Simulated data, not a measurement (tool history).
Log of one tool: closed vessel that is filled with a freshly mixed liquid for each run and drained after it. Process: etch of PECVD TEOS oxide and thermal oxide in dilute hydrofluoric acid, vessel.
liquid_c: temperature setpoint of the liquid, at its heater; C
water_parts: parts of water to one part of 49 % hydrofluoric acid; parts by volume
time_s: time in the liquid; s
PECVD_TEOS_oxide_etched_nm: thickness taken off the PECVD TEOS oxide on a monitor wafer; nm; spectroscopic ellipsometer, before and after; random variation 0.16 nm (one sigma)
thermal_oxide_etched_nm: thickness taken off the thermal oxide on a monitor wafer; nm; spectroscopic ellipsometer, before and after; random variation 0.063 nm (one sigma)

run	hour	liquid_c	water_parts	time_s	PECVD_TEOS_oxide_etched_nm	thermal_oxide_etched_nm
1	0.0	25.0	120	265	58.268	10.1200
2	1.9	23.5	120	265	55.472	9.4417
3	8.8	21.5	120	265	51.035	8.9131
4	9.4	20.5	120	265	49.017	8.4020
5	16.9	17.0	120	265	42.044	7.4161
6	19.4	17.0	120	195	31.253	5.4496
7	21.5	18.0	120	195	32.419	5.7092

Run 8 comes next. What will it give?
8	29.7	18.0	120	195	?	?

PECVD_TEOS_oxide_etched_nm: 32.294 nm
thermal_oxide_etched_nm: 5.6141 nm
